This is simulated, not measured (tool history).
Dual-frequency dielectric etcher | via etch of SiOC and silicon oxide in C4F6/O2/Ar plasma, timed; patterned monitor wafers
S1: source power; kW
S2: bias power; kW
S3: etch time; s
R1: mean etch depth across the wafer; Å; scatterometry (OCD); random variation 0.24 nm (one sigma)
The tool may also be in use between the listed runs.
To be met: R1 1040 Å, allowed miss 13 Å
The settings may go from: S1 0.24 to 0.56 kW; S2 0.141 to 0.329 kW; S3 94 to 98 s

run 1 hour=0 | S1=0.4 S2=0.235 S3=94 | R1=1240.3
run 2 hour=9 | S1=0.38 S2=0.232 S3=94 | R1=1199.5
run 3 hour=14.3 | S1=0.38 S2=0.257 S3=94 | R1=1262.3
run 4 hour=15 | S1=0.36 S2=0.253 S3=94 | R1=1218.6
run 5 hour=21.9 | S1=0.34 S2=0.251 S3=94 | R1=1183.5
run 6 hour=29.2 | S1=0.33 S2=0.25 S3=94 | R1=1170.4
run 7 hour=33.9 | S1=0.32 S2=0.249 S3=94 | R1=1140.4
run 8 hour=42.2 | S1=0.32 S2=0.249 S3=94 | R1=1146
run 9 hour=50.1 | S1=0.31 S2=0.249 S3=94 | R1=1131
run 10 hour=52.2 | S1=0.3 S2=0.249 S3=94 | R1=1107.7
run 11 hour=57.9 | S1=0.3 S2=0.249 S3=94 | R1=1109.7
run 12 hour=60.6 | S1=0.29 S2=0.249 S3=94 | R1=1094.9
run 13 hour=66.5 | S1=0.24 S2=0.246 S3=94 | R1=978.19
run 14 hour=69.4 | S1=0.26 S2=0.246 S3=94 | R1=1025.2

Which of these 4 next moves meets every target?
run A hour=72.3 | S1=0.25 S2=0.231 S3=98 | R1=?
run B hour=72.3 | S1=0.29 S2=0.238 S3=95.5 | R1=?
run C hour=72.3 | S1=0.28 S2=0.248 S3=94 | R1=?
run D hour=72.3 | S1=0.29 S2=0.227 S3=94 | R1=?

move=A R1=1014.5
move=B R1=1085.2
move=C R1=1070.5
move=D R1=1043.4
A: further off than the last run
B: takes the result that was furthest off past its target
C: takes the result that was furthest off past its target
D: meets every target
Move D is the one to make.

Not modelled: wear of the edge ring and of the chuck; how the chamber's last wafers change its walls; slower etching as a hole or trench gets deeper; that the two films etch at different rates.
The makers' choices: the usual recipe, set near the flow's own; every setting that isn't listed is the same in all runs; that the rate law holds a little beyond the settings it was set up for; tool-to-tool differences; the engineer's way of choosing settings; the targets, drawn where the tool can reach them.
